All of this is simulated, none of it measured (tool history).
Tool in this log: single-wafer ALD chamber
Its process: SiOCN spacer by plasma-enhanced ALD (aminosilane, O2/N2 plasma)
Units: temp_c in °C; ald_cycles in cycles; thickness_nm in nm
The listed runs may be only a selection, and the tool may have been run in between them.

{"run": 1, "day": 0.0, "temp_c": 415, "ald_cycles": 114, "thickness_nm": 6.3018}
{"run": 2, "day": 0.096, "temp_c": 415, "ald_cycles": 129, "thickness_nm": 7.1279}
{"run": 3, "day": 0.312, "temp_c": 420, "ald_cycles": 121, "thickness_nm": 6.6021}
{"run": 4, "day": 0.546, "temp_c": 423, "ald_cycles": 115, "thickness_nm": 6.2334}
{"run": 5, "day": 0.817, "temp_c": 423, "ald_cycles": 127, "thickness_nm": 6.9123}
{"run": 6, "day": 0.942, "temp_c": 418, "ald_cycles": 127, "thickness_nm": 6.9907}

What will run 7 give?
{"run": 7, "day": 1.108, "temp_c": 421, "ald_cycles": 119, "thickness_nm": "?"}

thickness_nm: 6.5230 nm
